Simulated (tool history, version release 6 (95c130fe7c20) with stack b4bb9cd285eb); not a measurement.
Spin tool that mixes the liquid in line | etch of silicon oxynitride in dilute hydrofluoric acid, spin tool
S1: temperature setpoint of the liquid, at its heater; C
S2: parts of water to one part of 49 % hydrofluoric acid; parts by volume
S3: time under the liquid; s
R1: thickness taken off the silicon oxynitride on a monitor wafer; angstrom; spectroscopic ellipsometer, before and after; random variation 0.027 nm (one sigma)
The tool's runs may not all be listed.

| run | hour | S1 | S2 | S3 | R1 |
|---|---|---|---|---|---|
| 1 | 0.0 | 23.0 | 250 | 275 | 47.115 |
| 2 | 3.9 | 21.0 | 255 | 275 | 41.599 |
| 3 | 5.7 | 21.0 | 255 | 275 | 41.485 |
| 4 | 6.4 | 20.0 | 255 | 275 | 40.517 |
|  | 8.4 | hydrofluoric acid flow meter replaced |
| 5 | 8.4 | 20.0 | 215 | 275 | 42.815 |
| 6 | 16.1 | 20.0 | 275 | 275 | 32.126 |

Forecast run 7:
| 7 | 23.9 | 20.5 | 275 | 275 | ? |

Run 7 gave R1 32.951 angstrom.
